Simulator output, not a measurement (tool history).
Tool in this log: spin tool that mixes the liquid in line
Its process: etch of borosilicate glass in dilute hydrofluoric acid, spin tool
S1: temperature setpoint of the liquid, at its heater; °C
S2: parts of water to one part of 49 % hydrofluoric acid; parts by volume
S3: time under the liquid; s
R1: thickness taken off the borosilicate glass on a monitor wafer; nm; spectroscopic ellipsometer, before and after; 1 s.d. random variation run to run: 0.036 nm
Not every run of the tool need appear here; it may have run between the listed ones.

Run 1, day 0.000: S1 22.0 °C, S2 125 parts by volume, S3 15 s. Result: R1 3.2452 nm.
Run 2, day 0.133: S1 22.0 °C, S2 165 parts by volume, S3 15 s. Result: R1 2.3697 nm.
Run 3, day 0.196: S1 22.0 °C, S2 165 parts by volume, S3 15 s. Result: R1 2.3432 nm.
Run 4, day 0.446: S1 19.0 °C, S2 165 parts by volume, S3 15 s. Result: R1 2.0911 nm.
Run 5, day 0.671: S1 20.0 °C, S2 155 parts by volume, S3 15 s. Result: R1 2.3394 nm.
Run 6, day 0.721: S1 21.0 °C, S2 145 parts by volume, S3 15 s. Result: R1 2.5998 nm.
Run 7, day 0.958: S1 22.0 °C, S2 140 parts by volume, S3 15 s. Result: R1 2.8713 nm.
Run 8, day 1.229: S1 26.0 °C, S2 90 parts by volume, S3 15 s. Result: R1 5.5071 nm.
Run 9, day 1.312: S1 27.0 °C, S2 90 parts by volume, S3 15 s. Result: R1 5.7334 nm.

Run 10 is up next; what results do you expect?
Run 10, day 1.571: S1 27.5 °C, S2 90 parts by volume, S3 15 s. Result: R1 ?.

Logged for run 10: R1 5.8047 nm.

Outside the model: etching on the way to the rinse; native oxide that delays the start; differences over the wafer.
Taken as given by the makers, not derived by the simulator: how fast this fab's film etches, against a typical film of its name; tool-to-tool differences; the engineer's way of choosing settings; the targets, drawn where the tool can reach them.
